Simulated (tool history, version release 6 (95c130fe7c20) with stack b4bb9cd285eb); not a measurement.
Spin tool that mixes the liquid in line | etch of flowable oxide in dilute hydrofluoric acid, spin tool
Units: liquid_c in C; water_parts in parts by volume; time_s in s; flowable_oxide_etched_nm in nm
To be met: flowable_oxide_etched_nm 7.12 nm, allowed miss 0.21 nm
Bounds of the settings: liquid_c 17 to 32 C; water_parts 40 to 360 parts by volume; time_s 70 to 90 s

| run | day | liquid_c | water_parts | time_s | flowable_oxide_etched_nm |
|---|---|---|---|---|---|
| 1 | 0 | 24 | 200 | 90 | 15.789 |
| 2 | 0.033 | 24 | 265 | 90 | 11.217 |
| 3 | 0.071 | 24 | 265 | 90 | 11.288 |
| 4 | 0.229 | 24 | 265 | 70 | 8.7869 |
| 5 | 0.45 | 24 | 265 | 90 | 11.3 |
| 6 | 0.546 | 25.5 | 265 | 90 | 11.917 |
| 7 | 0.571 | 21.5 | 310 | 90 | 8.4664 |
| 8 | 0.712 | 20.5 | 315 | 90 | 7.9897 |
| 9 | 0.958 | 20.5 | 315 | 90 | 8.0694 |
| 10 | 1.129 | 20 | 320 | 90 | 7.5662 |
| 11 | 1.221 | 19.5 | 320 | 90 | 7.5562 |
| 12 | 1.296 | 19 | 320 | 90 | 7.4876 |
|  | 1.65 | hydrofluoric acid flow meter replaced |
| 13 | 1.65 | 18.5 | 320 | 90 | 6.4433 |
| 14 | 1.958 | 19 | 320 | 90 | 6.5629 |

4 next moves are on the table. One of them brings every result within its allowed miss. Which?
| A | 2.267 | 18 | 305 | 90 | ? |
| B | 2.267 | 18 | 290 | 90 | ? |
| C | 2.267 | 17 | 245 | 80 | ? |
| D | 2.267 | 22.5 | 315 | 90 | ? |

| move | flowable_oxide_etched_nm |
|---|---|
| A | 6.7057 |
| B | 7.1436 |
| C | 7.5222 |
| D | 7.5739 |
A: nearer than the last run, and not there yet
B: meets every target
C: takes the result that was furthest off past its target
D: takes the result that was furthest off past its target
The right move is B.

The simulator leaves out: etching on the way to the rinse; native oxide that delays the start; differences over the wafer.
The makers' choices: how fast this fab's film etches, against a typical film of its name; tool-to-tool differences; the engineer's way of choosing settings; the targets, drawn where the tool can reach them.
